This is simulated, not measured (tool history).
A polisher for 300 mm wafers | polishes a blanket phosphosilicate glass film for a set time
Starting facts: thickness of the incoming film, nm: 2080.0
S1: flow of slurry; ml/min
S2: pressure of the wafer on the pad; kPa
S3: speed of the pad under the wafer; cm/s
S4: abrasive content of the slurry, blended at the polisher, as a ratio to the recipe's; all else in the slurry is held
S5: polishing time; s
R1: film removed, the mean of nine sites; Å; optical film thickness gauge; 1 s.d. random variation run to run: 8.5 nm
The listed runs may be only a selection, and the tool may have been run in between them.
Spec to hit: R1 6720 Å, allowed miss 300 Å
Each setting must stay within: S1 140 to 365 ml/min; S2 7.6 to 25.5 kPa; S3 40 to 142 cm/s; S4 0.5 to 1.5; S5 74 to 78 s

run 1 hour=0 | S1=235 S2=16.5 S3=90 S4=1 S5=74 | R1=3614.7
run 2 hour=5.5 | S1=235 S2=18.6 S3=92 S4=1 S5=74 | R1=4098.6
run 3 hour=7 | S1=235 S2=15.2 S3=92 S4=1 S5=74 | R1=3374.5
run 4 hour=7.7 | S1=235 S2=17.2 S3=94 S4=1 S5=74 | R1=3834.9
run 5 hour=16.5 | S1=180 S2=17.2 S3=94 S4=1 S5=74 | R1=3762.3
run 6 hour=24 | S1=180 S2=13.8 S3=94 S4=1 S5=74 | R1=3012.6
run 7 hour=32.6 | S1=180 S2=16.5 S3=96 S4=1 S5=74 | R1=3654.3
run 8 hour=40.8 | S1=180 S2=18.6 S3=98 S4=1 S5=74 | R1=4113
run 9 hour=48.2 | S1=185 S2=20 S3=100 S4=1 S5=74 | R1=4434.1
run 10 hour=53.5 | S1=185 S2=21.4 S3=104 S4=1 S5=74 | R1=4878
run 11 hour=62 | S1=185 S2=22.1 S3=108 S4=1 S5=74 | R1=5152.4
run 12 hour=69.1 | S1=185 S2=22.8 S3=110 S4=1 S5=74 | R1=5245.9
run 13 hour=71.2 | S1=185 S2=23.4 S3=114 S4=1 S5=74 | R1=5523.9
run 14 hour=79.8 | S1=185 S2=24.1 S3=118 S4=1 S5=74 | R1=5933.1
run 15 hour=88.5 | S1=185 S2=25.5 S3=124 S4=1 S5=74 | R1=6374.1

Consider the 4 candidate settings below. Which is the only one whose results all fall within their allowed miss of target?
run A hour=97.2 | S1=195 S2=25.5 S3=132 S4=0.8 S5=74 | R1=?
run B hour=97.2 | S1=170 S2=25.5 S3=114 S4=0.95 S5=78 | R1=?
run C hour=97.2 | S1=200 S2=25.5 S3=128 S4=1 S5=77 | R1=?
run D hour=97.2 | S1=175 S2=24.8 S3=122 S4=1 S5=75 | R1=?

move=A R1=5981.9
move=B R1=6189
move=C R1=6835.4
move=D R1=6197.5
A: further off than the last run
B: further off than the last run
C: hits every target within its allowed miss
D: further off than the last run
The move that meets every target is C.
